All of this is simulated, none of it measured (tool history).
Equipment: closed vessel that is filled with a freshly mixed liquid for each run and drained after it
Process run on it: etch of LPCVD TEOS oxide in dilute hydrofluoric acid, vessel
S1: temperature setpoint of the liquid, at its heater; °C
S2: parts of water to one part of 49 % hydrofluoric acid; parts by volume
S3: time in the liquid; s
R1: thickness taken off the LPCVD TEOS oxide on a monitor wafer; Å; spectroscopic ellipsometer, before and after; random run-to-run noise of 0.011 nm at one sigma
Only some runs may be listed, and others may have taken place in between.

{"run": 1, "hour": 0.0, "S1": 25.0, "S2": 260, "S3": 30, "R1": 43.603}
{"run": 2, "hour": 4.0, "S1": 25.0, "S2": 340, "S3": 30, "R1": 30.804}
{"run": 3, "hour": 11.8, "S1": 24.0, "S2": 340, "S3": 30, "R1": 29.743}
{"run": 4, "hour": 14.8, "S1": 24.0, "S2": 340, "S3": 30, "R1": 29.811}
{"run": 5, "hour": 21.3, "S1": 22.5, "S2": 340, "S3": 30, "R1": 28.254}
{"run": 6, "hour": 23.8, "S1": 22.0, "S2": 340, "S3": 30, "R1": 27.585}
{"run": 7, "hour": 32.7, "S1": 21.5, "S2": 340, "S3": 30, "R1": 27.164}

The next listed run, before its measurement:
{"run": 8, "hour": 40.8, "S1": 21.0, "S2": 340, "S3": 30, "R1": "?"}

Run 8 gave R1 26.798 Å.
